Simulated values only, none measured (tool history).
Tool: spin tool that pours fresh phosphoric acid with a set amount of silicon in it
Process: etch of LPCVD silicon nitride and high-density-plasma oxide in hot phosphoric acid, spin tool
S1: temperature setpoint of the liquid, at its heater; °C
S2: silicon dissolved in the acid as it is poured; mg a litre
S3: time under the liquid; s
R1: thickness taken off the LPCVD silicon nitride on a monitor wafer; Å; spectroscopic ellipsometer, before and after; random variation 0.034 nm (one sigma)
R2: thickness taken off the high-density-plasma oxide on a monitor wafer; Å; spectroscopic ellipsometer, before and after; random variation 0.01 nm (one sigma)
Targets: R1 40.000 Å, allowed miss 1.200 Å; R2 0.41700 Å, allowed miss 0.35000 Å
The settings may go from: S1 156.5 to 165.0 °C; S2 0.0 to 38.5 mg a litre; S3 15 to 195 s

{"run": 1, "hour": 0.0, "S1": 160.0, "S2": 17.0, "S3": 100, "R1": 68.417, "R2": 1.4506}
{"run": 2, "hour": 1.2, "S1": 160.5, "S2": 17.0, "S3": 100, "R1": 70.478, "R2": 1.5084}
{"run": 3, "hour": 1.9, "S1": 160.5, "S2": 17.0, "S3": 125, "R1": 89.43, "R2": 0.95907}
{"run": 4, "hour": 6.5, "S1": 160.5, "S2": 21.0, "S3": 125, "R1": 89.535, "R2": 1.6742}
{"run": 5, "hour": 12.4, "S1": 159.5, "S2": 16.0, "S3": 110, "R1": 75.928, "R2": 1.1751}
{"run": 6, "hour": 17.4, "S1": 157.5, "S2": 16.0, "S3": 110, "R1": 69.939, "R2": 1.2263}
{"run": 7, "hour": 21.6, "S1": 157.5, "S2": 12.0, "S3": 95, "R1": 60.331, "R2": 1.2691}
{"run": 8, "hour": 25.9, "S1": 157.5, "S2": 15.0, "S3": 85, "R1": 54.251, "R2": 0.93926}
{"run": 9, "hour": 30.9, "S1": 157.5, "S2": 18.0, "S3": 80, "R1": 51.273, "R2": 0.50536}
{"run": 10, "hour": 38.2, "S1": 156.5, "S2": 15.5, "S3": 55, "R1": 34.116, "R2": 0.52905}
{"run": 11, "hour": 43.1, "S1": 157.0, "S2": 17.5, "S3": 55, "R1": 34.625, "R2": 0.54644}

Which of these 5 next moves meets every target?
{"run": "A", "hour": 48.0, "S1": 156.5, "S2": 29.5, "S3": 70, "R1": "?", "R2": "?"}
{"run": "B", "hour": 48.0, "S1": 161.0, "S2": 0.0, "S3": 60, "R1": "?", "R2": "?"}
{"run": "C", "hour": 48.0, "S1": 158.5, "S2": 21.0, "S3": 45, "R1": "?", "R2": "?"}
{"run": "D", "hour": 48.0, "S1": 156.5, "S2": 28.0, "S3": 65, "R1": "?", "R2": "?"}
{"run": "E", "hour": 48.0, "S1": 159.0, "S2": 0.0, "S3": 55, "R1": "?", "R2": "?"}

move=A R1=42.711 R2=0.54241
move=B R1=42.620 R2=1.40240
move=C R1=29.388 R2=0.54013
move=D R1=39.661 R2=0.53330
move=E R1=36.530 R2=1.10840
A: takes the result that was furthest off past its target
B: takes the result that was furthest off past its target
C: further off than the last run
D: meets every target
E: nearer than the last run, and not there yet
Move D is the one to make.
